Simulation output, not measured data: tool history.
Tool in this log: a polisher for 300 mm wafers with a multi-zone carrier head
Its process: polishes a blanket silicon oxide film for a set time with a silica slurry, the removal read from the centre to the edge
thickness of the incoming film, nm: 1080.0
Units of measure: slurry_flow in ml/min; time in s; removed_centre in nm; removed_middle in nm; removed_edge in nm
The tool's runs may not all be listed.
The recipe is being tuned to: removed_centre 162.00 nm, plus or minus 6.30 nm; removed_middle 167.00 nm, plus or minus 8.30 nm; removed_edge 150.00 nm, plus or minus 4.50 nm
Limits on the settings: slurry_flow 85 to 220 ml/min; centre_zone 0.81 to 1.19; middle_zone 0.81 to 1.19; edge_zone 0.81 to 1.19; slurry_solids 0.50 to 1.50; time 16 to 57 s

{"run": 1, "hour": 0.0, "slurry_flow": 140, "centre_zone": 1.0, "middle_zone": 1.0, "edge_zone": 1.0, "slurry_solids": 1.0, "time": 36, "removed_centre": 122.3, "removed_middle": 127.64, "removed_edge": 126.34}
{"run": 2, "hour": 8.3, "slurry_flow": 150, "centre_zone": 1.02, "middle_zone": 1.02, "edge_zone": 1.01, "slurry_solids": 1.05, "time": 36, "removed_centre": 130.56, "removed_middle": 135.91, "removed_edge": 129.0}
{"run": 3, "hour": 12.6, "slurry_flow": 150, "centre_zone": 1.02, "middle_zone": 1.02, "edge_zone": 1.01, "slurry_solids": 1.25, "time": 36, "removed_centre": 138.11, "removed_middle": 142.51, "removed_edge": 138.34}
{"run": 4, "hour": 16.2, "slurry_flow": 160, "centre_zone": 1.03, "middle_zone": 1.03, "edge_zone": 1.02, "slurry_solids": 1.25, "time": 36, "removed_centre": 144.32, "removed_middle": 145.57, "removed_edge": 143.03}
{"run": 5, "hour": 18.0, "slurry_flow": 195, "centre_zone": 1.03, "middle_zone": 1.03, "edge_zone": 1.02, "slurry_solids": 1.25, "time": 36, "removed_centre": 146.53, "removed_middle": 147.28, "removed_edge": 145.29}
{"run": 6, "hour": 22.7, "slurry_flow": 195, "centre_zone": 1.03, "middle_zone": 0.97, "edge_zone": 1.02, "slurry_solids": 1.25, "time": 36, "removed_centre": 150.92, "removed_middle": 142.27, "removed_edge": 145.38}
{"run": 7, "hour": 28.9, "slurry_flow": 195, "centre_zone": 1.04, "middle_zone": 1.0, "edge_zone": 1.01, "slurry_solids": 1.25, "time": 36, "removed_centre": 150.22, "removed_middle": 152.29, "removed_edge": 144.16}
{"run": 8, "hour": 37.0, "slurry_flow": 195, "centre_zone": 1.05, "middle_zone": 1.01, "edge_zone": 1.01, "slurry_solids": 1.25, "time": 36, "removed_centre": 149.74, "removed_middle": 148.93, "removed_edge": 143.52}
{"run": 9, "hour": 37.5, "slurry_flow": 195, "centre_zone": 1.06, "middle_zone": 1.02, "edge_zone": 1.01, "slurry_solids": 1.25, "time": 36, "removed_centre": 153.18, "removed_middle": 146.72, "removed_edge": 146.88}
{"run": 10, "hour": 45.3, "slurry_flow": 195, "centre_zone": 1.06, "middle_zone": 1.03, "edge_zone": 0.99, "slurry_solids": 1.3, "time": 36, "removed_centre": 155.62, "removed_middle": 155.21, "removed_edge": 146.97}

5 candidate next runs follow, results not yet known. Just one meets every target within its allowed miss. Identify it.
{"run": "A", "hour": 53.1, "slurry_flow": 190, "centre_zone": 1.13, "middle_zone": 0.92, "edge_zone": 1.13, "slurry_solids": 1.25, "time": 36, "removed_centre": "?", "removed_middle": "?", "removed_edge": "?"}
{"run": "B", "hour": 53.1, "slurry_flow": 220, "centre_zone": 1.02, "middle_zone": 1.04, "edge_zone": 0.91, "slurry_solids": 1.1, "time": 41, "removed_centre": "?", "removed_middle": "?", "removed_edge": "?"}
{"run": "C", "hour": 53.1, "slurry_flow": 195, "centre_zone": 1.13, "middle_zone": 0.92, "edge_zone": 1.15, "slurry_solids": 1.35, "time": 36, "removed_centre": "?", "removed_middle": "?", "removed_edge": "?"}
{"run": "D", "hour": 53.1, "slurry_flow": 190, "centre_zone": 1.05, "middle_zone": 1.01, "edge_zone": 1.01, "slurry_solids": 1.3, "time": 36, "removed_centre": "?", "removed_middle": "?", "removed_edge": "?"}
{"run": "E", "hour": 53.1, "slurry_flow": 220, "centre_zone": 1.08, "middle_zone": 1.02, "edge_zone": 1.07, "slurry_solids": 1.05, "time": 36, "removed_centre": "?", "removed_middle": "?", "removed_edge": "?"}

move=A removed_centre=160.91 removed_middle=137.36 removed_edge=152.39
move=B removed_centre=161.52 removed_middle=167.94 removed_edge=151.08
move=C removed_centre=166.16 removed_middle=141.77 removed_edge=158.55
move=D removed_centre=151.66 removed_middle=149.98 removed_edge=145.98
move=E removed_centre=147.52 removed_middle=142.53 removed_edge=140.85
A: further off than the last run
B: all results land within tolerance of their targets
C: further off than the last run
D: further off than the last run
E: further off than the last run
B meets every target.
